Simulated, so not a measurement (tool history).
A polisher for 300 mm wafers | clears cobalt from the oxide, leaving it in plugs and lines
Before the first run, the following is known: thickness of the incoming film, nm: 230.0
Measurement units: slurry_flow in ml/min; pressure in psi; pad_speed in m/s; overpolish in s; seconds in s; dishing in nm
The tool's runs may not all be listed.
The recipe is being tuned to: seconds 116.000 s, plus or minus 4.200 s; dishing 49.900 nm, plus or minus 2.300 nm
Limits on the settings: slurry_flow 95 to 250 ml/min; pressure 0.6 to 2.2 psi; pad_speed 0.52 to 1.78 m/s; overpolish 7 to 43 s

Run 1, hour 0.0: slurry_flow 160 ml/min, pressure 1.4 psi, pad_speed 1.14 m/s, overpolish 22 s. Result: seconds 53.049 s, dishing 56.071 nm.
Run 2, hour 6.8: slurry_flow 160 ml/min, pressure 1.4 psi, pad_speed 1.14 m/s, overpolish 27 s. Result: seconds 53.549 s, dishing 62.813 nm.
Run 3, hour 14.2: slurry_flow 155 ml/min, pressure 1.2 psi, pad_speed 1.10 m/s, overpolish 28 s. Result: seconds 63.877 s, dishing 57.522 nm.
Run 4, hour 22.9: slurry_flow 150 ml/min, pressure 1.1 psi, pad_speed 1.06 m/s, overpolish 30 s. Result: seconds 71.023 s, dishing 56.121 nm.
Run 5, hour 27.3: slurry_flow 150 ml/min, pressure 1.0 psi, pad_speed 1.02 m/s, overpolish 32 s. Result: seconds 78.919 s, dishing 56.435 nm.
Run 6, hour 33.1: slurry_flow 145 ml/min, pressure 0.9 psi, pad_speed 1.00 m/s, overpolish 33 s. Result: seconds 88.567 s, dishing 56.011 nm.
Run 7, hour 34.8: slurry_flow 140 ml/min, pressure 0.8 psi, pad_speed 1.00 m/s, overpolish 33 s. Result: seconds 98.665 s, dishing 52.318 nm.
Run 8, hour 40.2: slurry_flow 135 ml/min, pressure 0.8 psi, pad_speed 1.00 m/s, overpolish 33 s. Result: seconds 99.846 s, dishing 50.730 nm.
Run 9, hour 48.5: slurry_flow 130 ml/min, pressure 0.8 psi, pad_speed 1.00 m/s, overpolish 34 s. Result: seconds 99.106 s, dishing 52.043 nm.
Run 10, hour 53.7: slurry_flow 125 ml/min, pressure 0.8 psi, pad_speed 1.00 m/s, overpolish 35 s. Result: seconds 101.090 s, dishing 52.408 nm.
Run 11, hour 57.4: slurry_flow 120 ml/min, pressure 0.8 psi, pad_speed 1.00 m/s, overpolish 35 s. Result: seconds 102.780 s, dishing 51.530 nm.
Run 12, hour 64.7: slurry_flow 115 ml/min, pressure 0.8 psi, pad_speed 1.00 m/s, overpolish 35 s. Result: seconds 104.340 s, dishing 50.697 nm.
At hour 66.5: slurry nozzle cleaned.
Run 13, hour 66.5: slurry_flow 110 ml/min, pressure 0.8 psi, pad_speed 1.00 m/s, overpolish 36 s. Result: seconds 98.262 s, dishing 52.135 nm.
Run 14, hour 71.2: slurry_flow 105 ml/min, pressure 0.7 psi, pad_speed 1.00 m/s, overpolish 37 s. Result: seconds 109.430 s, dishing 51.586 nm.

Consider the 5 candidate settings below. Which is the only one whose results all fall within their allowed miss of target?
Run A, hour 75.9: slurry_flow 95 ml/min, pressure 0.7 psi, pad_speed 0.92 m/s, overpolish 40 s. Result: seconds ?, dishing ?.
Run B, hour 75.9: slurry_flow 110 ml/min, pressure 0.8 psi, pad_speed 0.92 m/s, overpolish 34 s. Result: seconds ?, dishing ?.
Run C, hour 75.9: slurry_flow 95 ml/min, pressure 0.6 psi, pad_speed 1.12 m/s, overpolish 30 s. Result: seconds ?, dishing ?.
Run D, hour 75.9: slurry_flow 105 ml/min, pressure 0.7 psi, pad_speed 0.96 m/s, overpolish 41 s. Result: seconds ?, dishing ?.
Run E, hour 75.9: slurry_flow 120 ml/min, pressure 0.6 psi, pad_speed 1.02 m/s, overpolish 37 s. Result: seconds ?, dishing ?.

move  seconds  dishing
   A  123.990   50.534
   B  107.370   49.883
   C  114.590   44.155
   D  115.410   53.467
   E  117.390   49.828
A: the result that was furthest off in the last run now lies on the other side of its target
B: moves away from the targets compared with the last run
C: the worst result of the last run now meets its target, but another is out of spec
D: the worst result of the last run now meets its target, but another is out of spec
E: in spec on every target
Go with E: it meets all targets.

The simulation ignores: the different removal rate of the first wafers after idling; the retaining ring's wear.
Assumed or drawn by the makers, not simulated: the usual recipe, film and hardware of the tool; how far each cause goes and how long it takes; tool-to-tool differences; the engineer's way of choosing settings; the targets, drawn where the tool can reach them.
